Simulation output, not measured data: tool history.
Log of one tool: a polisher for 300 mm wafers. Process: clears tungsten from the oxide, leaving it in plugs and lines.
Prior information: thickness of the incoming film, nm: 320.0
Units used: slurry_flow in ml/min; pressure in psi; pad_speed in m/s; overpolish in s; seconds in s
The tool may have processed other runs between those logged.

run  hour  slurry_flow  pressure  pad_speed  slurry_solids  overpolish  seconds
  1     0          295       4.4       1.16              1          34   61.251
  2   7.8          295       4.4       1.16              1          34   60.966
  3  13.7          295       4.2       1.16              1          34    63.47
  4  18.4          295         4       1.16              1          34   67.785
  5  22.6          295       3.8       1.16              1          34   70.031
  6  28.5          295       3.6       1.16              1          34   74.138
     33.7  -- worn pad replaced by a new one
  7  33.7          295       3.5       1.16              1          34   67.476
  8  38.3          295       3.4       1.12              1          34   70.754
  9  40.3          295       3.3       1.06              1          34   77.438
 10  47.2          295       3.2       1.04              1          34   81.264

Run 11 is up next; what results do you expect?
 11  53.4          295       3.1       1.04              1          34        ?

seconds: 85.61 s
